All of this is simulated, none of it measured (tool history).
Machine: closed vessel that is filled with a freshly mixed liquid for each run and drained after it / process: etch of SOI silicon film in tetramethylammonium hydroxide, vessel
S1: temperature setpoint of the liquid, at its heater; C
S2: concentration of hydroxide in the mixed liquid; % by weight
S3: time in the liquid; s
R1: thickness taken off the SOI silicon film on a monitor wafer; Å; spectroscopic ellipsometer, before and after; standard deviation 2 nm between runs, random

run  hour    S1    S2  S3      R1
  1     0    63    17  30  1151.1
  2   2.4    63  13.5  30  1288.6
  3  10.8    63  13.5  30    1284
  4  17.1    63  13.5  30  1288.9
  5  17.9  65.5  13.5  30  1502.8
  6    21    61  13.5  30  1141.7
  7  27.4    64  13.5  30    1353
  8  34.6  66.5  13.5  30  1606.1

Run 9 is up next; what results do you expect?
  9    36  67.5  13.5  30   ?

Run 9 came out at R1 1685.8 Å.

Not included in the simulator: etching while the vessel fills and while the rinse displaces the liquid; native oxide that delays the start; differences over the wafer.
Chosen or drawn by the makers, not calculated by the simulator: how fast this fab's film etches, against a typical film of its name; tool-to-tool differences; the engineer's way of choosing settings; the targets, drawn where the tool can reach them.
